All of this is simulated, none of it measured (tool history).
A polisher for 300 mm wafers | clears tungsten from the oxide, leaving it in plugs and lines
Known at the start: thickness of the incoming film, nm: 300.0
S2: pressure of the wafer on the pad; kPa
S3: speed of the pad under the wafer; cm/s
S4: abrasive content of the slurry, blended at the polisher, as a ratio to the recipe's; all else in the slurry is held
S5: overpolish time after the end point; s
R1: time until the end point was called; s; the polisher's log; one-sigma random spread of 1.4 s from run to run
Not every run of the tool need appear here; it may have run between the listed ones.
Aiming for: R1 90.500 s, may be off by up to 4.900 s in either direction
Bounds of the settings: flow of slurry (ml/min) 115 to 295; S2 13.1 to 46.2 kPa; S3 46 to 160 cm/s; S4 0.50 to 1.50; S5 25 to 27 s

Run 1, hour 0.0: flow of slurry (ml/min) 190, S2 29.6 kPa, S3 102 cm/s, S4 1.00, S5 25 s. Result: R1 52.729 s.
Run 2, hour 7.1: flow of slurry (ml/min) 170, S2 29.6 kPa, S3 102 cm/s, S4 1.00, S5 25 s. Result: R1 54.099 s.
Run 3, hour 14.2: flow of slurry (ml/min) 170, S2 29.6 kPa, S3 102 cm/s, S4 1.10, S5 25 s. Result: R1 52.908 s.
Run 4, hour 16.4: flow of slurry (ml/min) 170, S2 26.9 kPa, S3 100 cm/s, S4 1.10, S5 25 s. Result: R1 56.600 s.
Run 5, hour 25.0: flow of slurry (ml/min) 170, S2 26.9 kPa, S3 100 cm/s, S4 0.90, S5 25 s. Result: R1 60.625 s.
Run 6, hour 31.7: flow of slurry (ml/min) 170, S2 26.9 kPa, S3 100 cm/s, S4 1.00, S5 25 s. Result: R1 59.934 s.
Run 7, hour 36.9: flow of slurry (ml/min) 170, S2 24.1 kPa, S3 98 cm/s, S4 1.00, S5 25 s. Result: R1 65.449 s.
Run 8, hour 45.1: flow of slurry (ml/min) 170, S2 22.1 kPa, S3 98 cm/s, S4 1.00, S5 25 s. Result: R1 68.927 s.
Run 9, hour 52.0: flow of slurry (ml/min) 170, S2 20.0 kPa, S3 98 cm/s, S4 1.00, S5 25 s. Result: R1 71.355 s.
Run 10, hour 57.1: flow of slurry (ml/min) 170, S2 18.6 kPa, S3 96 cm/s, S4 1.00, S5 25 s. Result: R1 75.859 s.
Run 11, hour 59.6: flow of slurry (ml/min) 170, S2 17.2 kPa, S3 96 cm/s, S4 1.00, S5 25 s. Result: R1 79.030 s.
Run 12, hour 64.3: flow of slurry (ml/min) 170, S2 16.5 kPa, S3 96 cm/s, S4 1.00, S5 25 s. Result: R1 82.574 s.
At hour 69.5: head pressure recalibrated.
Run 13, hour 69.5: flow of slurry (ml/min) 170, S2 15.9 kPa, S3 96 cm/s, S4 1.00, S5 25 s. Result: R1 79.328 s.
Run 14, hour 77.3: flow of slurry (ml/min) 170, S2 15.2 kPa, S3 94 cm/s, S4 1.00, S5 25 s. Result: R1 84.500 s.
Run 15, hour 81.5: flow of slurry (ml/min) 170, S2 14.5 kPa, S3 94 cm/s, S4 1.00, S5 25 s. Result: R1 85.034 s.

Below are 4 possible settings for the next run. Only one of them brings all results inside the allowed miss of their targets. Which is it?
Run A, hour 85.7: flow of slurry (ml/min) 140, S2 13.8 kPa, S3 98 cm/s, S4 0.80, S5 26 s. Result: R1 ?.
Run B, hour 85.7: flow of slurry (ml/min) 190, S2 15.2 kPa, S3 92 cm/s, S4 1.05, S5 25 s. Result: R1 ?.
Run C, hour 85.7: flow of slurry (ml/min) 115, S2 13.1 kPa, S3 86 cm/s, S4 1.15, S5 27 s. Result: R1 ?.
Run D, hour 85.7: flow of slurry (ml/min) 155, S2 16.5 kPa, S3 104 cm/s, S4 0.90, S5 25 s. Result: R1 ?.

move       R1
   A   90.803
   B   82.199
   C  102.220
   D   74.781
A: meets every target
B: the biggest miss grows against the last run
C: carries the result that was furthest off beyond its target, to the other side
D: the biggest miss grows against the last run
The move that meets every target is A.
